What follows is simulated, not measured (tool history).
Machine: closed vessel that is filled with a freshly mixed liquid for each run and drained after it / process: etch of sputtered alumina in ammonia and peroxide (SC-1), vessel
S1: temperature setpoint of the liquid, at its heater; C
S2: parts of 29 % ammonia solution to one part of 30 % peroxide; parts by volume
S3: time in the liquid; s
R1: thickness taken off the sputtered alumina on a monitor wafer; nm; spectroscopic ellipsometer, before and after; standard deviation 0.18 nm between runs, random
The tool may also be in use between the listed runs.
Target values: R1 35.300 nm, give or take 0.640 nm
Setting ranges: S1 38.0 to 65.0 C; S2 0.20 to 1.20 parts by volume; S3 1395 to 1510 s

run    day    S1    S2    S3      R1
  1  0.000  49.0  0.70  1395  61.449
  2  0.275  46.5  0.70  1395  53.717
  3  0.617  44.5  0.70  1395  48.070
  4  0.933  43.0  0.70  1395  43.817
  5  1.204  42.0  0.70  1395  41.365
  6  1.308  42.0  0.50  1395  40.092
  7  1.692  41.5  0.50  1395  39.130
  8  1.792  41.0  0.50  1395  37.990
  9  1.896  40.5  0.50  1395  36.937

Next run, 4 choices. One meets every target within its allowed miss, the rest don't. Which?
  A  2.000  40.0  0.45  1395   ?
  B  2.000  39.5  0.45  1490   ?
  C  2.000  39.5  0.85  1410   ?
  D  2.000  42.0  0.45  1395   ?

move      R1
   A  35.289
   B  36.594
   C  36.806
   D  39.679
A: every result lands within tolerance
B: nearer than the last run, and not there yet
C: nearer than the last run, and not there yet
D: further off than the last run
Answer: A
